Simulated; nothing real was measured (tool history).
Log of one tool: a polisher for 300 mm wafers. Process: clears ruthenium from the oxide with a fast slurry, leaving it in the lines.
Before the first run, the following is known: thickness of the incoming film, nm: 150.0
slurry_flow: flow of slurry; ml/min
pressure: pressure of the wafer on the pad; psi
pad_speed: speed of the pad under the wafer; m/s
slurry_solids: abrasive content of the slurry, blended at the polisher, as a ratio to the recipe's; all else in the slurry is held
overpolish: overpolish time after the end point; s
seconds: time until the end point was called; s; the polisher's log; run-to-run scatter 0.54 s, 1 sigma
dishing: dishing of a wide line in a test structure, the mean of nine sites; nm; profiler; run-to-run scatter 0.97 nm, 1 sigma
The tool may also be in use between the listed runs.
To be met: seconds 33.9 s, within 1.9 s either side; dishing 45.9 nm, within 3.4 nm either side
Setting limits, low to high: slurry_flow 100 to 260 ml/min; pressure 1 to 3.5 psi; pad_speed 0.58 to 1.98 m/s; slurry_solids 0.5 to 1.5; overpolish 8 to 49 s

run  hour  slurry_flow  pressure  pad_speed  slurry_solids  overpolish  seconds  dishing
  1     0          165       2.2       1.28              1          25   34.415   66.781
  2   7.8          165       2.2       1.28              1          22   34.875   60.386
  3  10.1          165       2.2       1.28            1.2          22   32.371   64.547
  4  14.4          165       2.2       1.28            1.1          22   33.918   63.548
  5  22.6          165       2.4       1.28            1.1          22   30.385   68.319
  6  23.8          165       2.4       1.28            1.1          20   31.245   60.815
  7  29.1          165       2.4       1.28            1.1          19   31.382   61.436
  8  36.4          165       2.4       1.28            1.1          17   30.483   53.923
  9  37.9          165       2.4       1.28            1.1          17   30.549   54.173
 10    45          165       2.3       1.28            1.1          16   32.206   50.889
 11  46.6          165       2.2       1.28            1.1          13   34.093   42.242

Which of these 5 next moves meets every target?
  A  48.2          130       3.3       1.02            1.2          13        ?        ?
  B  48.2          180       2.3       1.42           0.95          12        ?        ?
  C  48.2          165       2.2       1.22           1.05          13        ?        ?
  D  48.2          165       2.3       1.28           1.05          10        ?        ?
  E  48.2          175       1.9       1.62            0.9          15        ?        ?

move  seconds  dishing
   A   29.451   45.558
   B    31.64   40.316
   C   37.044   37.813
   D   33.911   32.645
   E   34.241   45.285
A: the furthest-off result lands on target, but another misses its tolerance
B: lands further from the targets than the last run did
C: lands further from the targets than the last run did
D: lands further from the targets than the last run did
E: every result within its allowed miss
E meets every target.
